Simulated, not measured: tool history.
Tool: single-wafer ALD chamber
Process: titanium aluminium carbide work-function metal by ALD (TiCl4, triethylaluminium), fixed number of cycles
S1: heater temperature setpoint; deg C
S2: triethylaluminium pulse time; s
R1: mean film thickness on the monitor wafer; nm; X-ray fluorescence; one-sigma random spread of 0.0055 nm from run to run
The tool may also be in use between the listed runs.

Run 1, hour 0.0: S1 285 deg C, S2 13.93 s. Result: R1 1.8345 nm.
Run 2, hour 6.6: S1 285 deg C, S2 16.03 s. Result: R1 1.8437 nm.
Run 3, hour 13.6: S1 274 deg C, S2 16.03 s. Result: R1 1.7660 nm.
Run 4, hour 19.3: S1 272 deg C, S2 14.27 s. Result: R1 1.7435 nm.
Run 5, hour 23.3: S1 272 deg C, S2 10.91 s. Result: R1 1.6983 nm.
Run 6, hour 24.4: S1 270 deg C, S2 10.67 s. Result: R1 1.6701 nm.

Predict the results of run 7:
Run 7, hour 32.7: S1 270 deg C, S2 10.67 s. Result: R1 ?.

Run 7 yielded R1 1.6791 nm.
